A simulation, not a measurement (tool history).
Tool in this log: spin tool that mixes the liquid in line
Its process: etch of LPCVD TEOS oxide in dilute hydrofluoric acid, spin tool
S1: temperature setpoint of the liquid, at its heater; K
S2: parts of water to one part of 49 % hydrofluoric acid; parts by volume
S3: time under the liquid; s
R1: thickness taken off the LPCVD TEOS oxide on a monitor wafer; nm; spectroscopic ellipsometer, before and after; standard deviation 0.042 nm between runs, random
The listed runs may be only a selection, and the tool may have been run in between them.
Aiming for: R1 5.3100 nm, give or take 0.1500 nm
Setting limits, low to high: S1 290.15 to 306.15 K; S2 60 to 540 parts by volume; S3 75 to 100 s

run,hour,S1,S2,S3,R1
1,0.0,298.15,300,100,6.3831
2,7.5,298.15,230,100,8.8502
3,8.3,301.65,230,100,10.0860
4,11.8,299.65,240,100,8.8911
5,13.2,298.15,245,100,8.2162
6,16.3,298.15,320,100,5.8431
7,20.0,297.65,320,100,5.6690
8,24.4,297.15,320,100,5.7065
9,30.2,296.65,320,100,5.5052
10,37.4,296.65,320,100,5.5325

Which of these 4 next moves meets every target?
A,44.6,300.15,330,95,?
B,44.6,296.65,310,100,?
C,44.6,297.65,270,75,?
D,44.6,298.65,280,85,?

move,R1
A,5.6771
B,5.7639
C,5.3458
D,5.9880
A: its largest miss is bigger than the last run's
B: its largest miss is bigger than the last run's
C: all results in spec
D: its largest miss is bigger than the last run's
Move C is the one to make.

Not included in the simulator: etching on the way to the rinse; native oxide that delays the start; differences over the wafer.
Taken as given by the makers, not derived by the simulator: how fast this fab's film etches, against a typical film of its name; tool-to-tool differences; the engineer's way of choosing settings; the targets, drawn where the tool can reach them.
